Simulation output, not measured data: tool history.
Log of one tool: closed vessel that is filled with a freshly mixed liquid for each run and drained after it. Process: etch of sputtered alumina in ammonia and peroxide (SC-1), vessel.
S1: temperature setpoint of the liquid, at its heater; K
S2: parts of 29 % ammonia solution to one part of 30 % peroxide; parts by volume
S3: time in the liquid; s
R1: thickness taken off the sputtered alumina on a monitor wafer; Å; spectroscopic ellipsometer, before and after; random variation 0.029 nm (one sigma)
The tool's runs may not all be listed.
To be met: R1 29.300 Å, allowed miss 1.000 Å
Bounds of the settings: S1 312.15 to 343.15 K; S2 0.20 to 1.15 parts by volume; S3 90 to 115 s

run	hour	S1	S2	S3	R1
1	0.0	328.15	0.65	115	69.696
2	1.1	323.15	0.65	115	53.598
3	9.9	330.15	0.65	115	77.650
4	17.7	324.15	0.65	115	56.978
5	26.2	324.15	0.65	90	44.284
6	32.3	321.65	0.65	90	37.763
7	41.2	320.15	0.65	90	35.245
8	45.3	319.15	0.65	90	33.404
9	48.2	318.65	0.65	90	32.525
10	55.3	318.15	0.65	90	31.739
11	60.1	317.65	0.65	90	30.342

Which of these 5 next moves meets every target?
A	64.9	317.15	0.60	100	?
B	64.9	314.65	0.60	95	?
C	64.9	316.15	0.70	95	?
D	64.9	314.15	0.55	100	?
E	64.9	313.15	0.70	100	?

move	R1
A	32.553
B	26.715
C	29.608
D	27.076
E	26.106
A: further off than the last run
B: takes the result that was furthest off past its target
C: meets every target
D: takes the result that was furthest off past its target
E: takes the result that was furthest off past its target
Move C is the one to make.
